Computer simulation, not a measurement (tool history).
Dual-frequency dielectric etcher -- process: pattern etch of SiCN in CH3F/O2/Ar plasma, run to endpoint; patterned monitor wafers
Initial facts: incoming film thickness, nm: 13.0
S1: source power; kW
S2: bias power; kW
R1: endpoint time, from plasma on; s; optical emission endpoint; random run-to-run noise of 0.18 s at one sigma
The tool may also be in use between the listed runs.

{"run": 1, "hour": 0.0, "S1": 0.44, "S2": 0.101, "R1": 29.707}
{"run": 2, "hour": 4.6, "S1": 0.44, "S2": 0.118, "R1": 27.63}
{"run": 3, "hour": 8.3, "S1": 0.4, "S2": 0.118, "R1": 29.151}
{"run": 4, "hour": 13.7, "S1": 0.4, "S2": 0.108, "R1": 30.269}
{"run": 5, "hour": 14.6, "S1": 0.48, "S2": 0.108, "R1": 27.121}
{"hour": 15.2, "done": "bias power generator calibrated"}
{"run": 6, "hour": 15.2, "S1": 0.45, "S2": 0.108, "R1": 28.152}
{"run": 7, "hour": 21.9, "S1": 0.48, "S2": 0.109, "R1": 27.314}
{"run": 8, "hour": 30.4, "S1": 0.5, "S2": 0.11, "R1": 26.718}

Estimate the outcome of run 9 from the log above:
{"run": 9, "hour": 32.8, "S1": 0.52, "S2": 0.111, "R1": "?"}

{"run 9": {"R1": 26.624}}
